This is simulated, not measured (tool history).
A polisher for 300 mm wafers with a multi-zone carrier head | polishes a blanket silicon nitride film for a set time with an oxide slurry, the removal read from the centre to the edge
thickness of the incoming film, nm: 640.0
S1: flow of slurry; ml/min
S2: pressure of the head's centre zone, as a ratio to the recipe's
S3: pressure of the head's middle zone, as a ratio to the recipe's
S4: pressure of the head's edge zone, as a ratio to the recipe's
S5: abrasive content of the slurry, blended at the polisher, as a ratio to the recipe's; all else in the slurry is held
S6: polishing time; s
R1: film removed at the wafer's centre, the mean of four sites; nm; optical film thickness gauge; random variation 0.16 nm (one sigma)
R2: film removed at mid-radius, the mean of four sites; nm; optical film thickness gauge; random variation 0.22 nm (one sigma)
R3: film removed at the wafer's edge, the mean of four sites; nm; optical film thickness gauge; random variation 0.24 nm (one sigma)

{"run": 1, "hour": 0.0, "S1": 280, "S2": 1, "S3": 1, "S4": 1, "S5": 1, "S6": 67, "R1": 23.666, "R2": 22.86, "R3": 22.999}
{"run": 2, "hour": 2.9, "S1": 280, "S2": 0.97, "S3": 0.98, "S4": 0.99, "S5": 0.9, "S6": 66, "R1": 21.595, "R2": 21.346, "R3": 21.367}
{"run": 3, "hour": 5.7, "S1": 240, "S2": 0.97, "S3": 0.98, "S4": 0.99, "S5": 0.9, "S6": 66, "R1": 20.44, "R2": 20.214, "R3": 21.026}
{"run": 4, "hour": 13.9, "S1": 240, "S2": 0.97, "S3": 0.98, "S4": 0.94, "S5": 0.9, "S6": 66, "R1": 20.854, "R2": 20.904, "R3": 20.696}
{"run": 5, "hour": 22.0, "S1": 275, "S2": 0.97, "S3": 0.98, "S4": 0.94, "S5": 0.9, "S6": 66, "R1": 21.059, "R2": 21.686, "R3": 21.018}
{"run": 6, "hour": 23.5, "S1": 265, "S2": 0.95, "S3": 0.96, "S4": 0.94, "S5": 0.8, "S6": 66, "R1": 19.456, "R2": 19.346, "R3": 19.208}

Forecast run 7:
{"run": 7, "hour": 24.7, "S1": 255, "S2": 0.92, "S3": 0.94, "S4": 0.94, "S5": 0.75, "S6": 66, "R1": "?", "R2": "?", "R3": "?"}

{"run 7": {"R1": 17.444, "R2": 18.306, "R3": 18.847}}
